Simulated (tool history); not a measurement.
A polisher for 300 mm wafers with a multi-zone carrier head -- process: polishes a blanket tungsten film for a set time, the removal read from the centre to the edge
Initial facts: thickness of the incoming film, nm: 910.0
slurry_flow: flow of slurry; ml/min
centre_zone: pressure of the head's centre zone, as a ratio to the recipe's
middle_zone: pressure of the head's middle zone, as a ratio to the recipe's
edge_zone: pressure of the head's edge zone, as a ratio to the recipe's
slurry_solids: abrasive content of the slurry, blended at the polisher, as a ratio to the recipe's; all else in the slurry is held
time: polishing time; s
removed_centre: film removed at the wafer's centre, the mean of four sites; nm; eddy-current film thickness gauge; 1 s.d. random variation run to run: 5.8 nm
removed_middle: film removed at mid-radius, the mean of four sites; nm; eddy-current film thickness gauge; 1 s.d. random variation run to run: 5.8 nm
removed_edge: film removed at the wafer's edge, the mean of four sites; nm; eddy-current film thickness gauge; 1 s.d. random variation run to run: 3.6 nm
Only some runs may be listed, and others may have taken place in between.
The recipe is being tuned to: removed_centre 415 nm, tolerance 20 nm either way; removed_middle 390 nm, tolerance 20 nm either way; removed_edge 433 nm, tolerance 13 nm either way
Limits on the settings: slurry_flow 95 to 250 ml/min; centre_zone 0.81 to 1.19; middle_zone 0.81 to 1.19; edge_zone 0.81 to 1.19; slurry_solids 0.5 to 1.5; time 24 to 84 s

run	hour	slurry_flow	centre_zone	middle_zone	edge_zone	slurry_solids	time	removed_centre	removed_middle	removed_edge
1	0	160	1	1	1	1	54	281.55	283.81	288.3
2	4.8	170	1.01	0.99	1.05	1.15	57	322.07	313.18	324.74
3	7.2	175	1	0.98	1.09	1.25	60	335.53	328.69	356.87
4	9	185	1.01	0.99	1.11	1.35	62	356.5	342.83	378.25
5	13.6	165	1.01	0.99	1.11	1.35	62	347.75	354.1	376.65
6	14.6	165	1.01	0.94	1.11	1.35	62	351.63	329.19	373.56
7	15.6	175	1.03	0.96	1.13	1.4	63	378.03	352.7	391.01
8	23.6	180	1.03	0.97	1.15	1.45	64	368.87	354.57	405.41
9	30.9	195	1.1	1.01	1.13	1.5	68	440.81	405.45	432.61
10	33	195	1.09	1	1.14	1.5	68	439.97	412.88	431.37
11	38.4	195	1.09	1	1.14	1.5	68	438.26	384.3	433.42

Exercise: of the 5 proposed moves below, exactly one satisfies all targets within the stated allowed misses. Which move is it?
A	43.8	215	1.14	0.94	1.17	1.5	69	?	?	?
B	43.8	215	1.05	1.01	1.19	1.5	66	?	?	?
C	43.8	210	1.13	0.92	1.17	1.4	71	?	?	?
D	43.8	200	1.14	0.94	1.07	1.3	71	?	?	?
E	43.8	215	1.18	1	1.15	1.45	67	?	?	?

move	removed_centre	removed_middle	removed_edge
A	479.77	386.31	446.83
B	422.64	392.69	430.8
C	480.67	383.75	452.35
D	474.32	382.41	423.58
E	479.12	392.27	426.63
A: moves away from the targets compared with the last run
B: meets every target
C: moves away from the targets compared with the last run
D: moves away from the targets compared with the last run
E: moves away from the targets compared with the last run
Move B is the one to make.
